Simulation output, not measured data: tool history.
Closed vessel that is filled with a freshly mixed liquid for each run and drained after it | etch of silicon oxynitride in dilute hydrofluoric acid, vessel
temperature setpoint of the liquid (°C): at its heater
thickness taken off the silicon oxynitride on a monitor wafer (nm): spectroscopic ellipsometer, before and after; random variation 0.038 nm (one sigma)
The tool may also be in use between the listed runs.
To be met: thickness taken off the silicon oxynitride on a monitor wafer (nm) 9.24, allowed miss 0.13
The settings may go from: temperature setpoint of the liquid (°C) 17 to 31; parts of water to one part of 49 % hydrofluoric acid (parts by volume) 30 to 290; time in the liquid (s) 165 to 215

run    day  temperature setpoint of the liquid (°C)  parts of water to one part of 49 % hydrofluoric acid (parts by volume)  time in the liquid (s)  thickness taken off the silicon oxynitride on a monitor wafer (nm)
  1      0                                       23                                                                     160                     215                                                              5.4122
  2  0.288                                     24.5                                                                     155                     215                                                              6.0171
  3  0.467                                       26                                                                     150                     215                                                              6.6692
  4  0.729                                     28.5                                                                     150                     215                                                              7.4768
  5  0.854                                       29                                                                     145                     215                                                              7.8992
     1.162  -- hydrofluoric acid flow meter replaced
  6  1.162                                     29.5                                                                     145                     215                                                              7.5803
  7  1.371                                       30                                                                     140                     215                                                              8.0416
  8  1.492                                       30                                                                     135                     215                                                              8.3882

4 next moves are on the table. One of them brings every result within its allowed miss. Which?
  A  1.612                                     27.5                                                                     110                     215                                                                   ?
  B  1.612                                       31                                                                     125                     215                                                                   ?
  C  1.612                                     29.5                                                                     120                     215                                                                   ?
  D  1.612                                       31                                                                     130                     215                                                                   ?

move  thickness taken off the silicon oxynitride on a monitor wafer (nm)
   A                                                              9.5074
   B                                                              9.6371
   C                                                              9.4444
   D                                                              9.2194
A: takes the result that was furthest off past its target
B: takes the result that was furthest off past its target
C: takes the result that was furthest off past its target
D: meets every target
The right move is D.
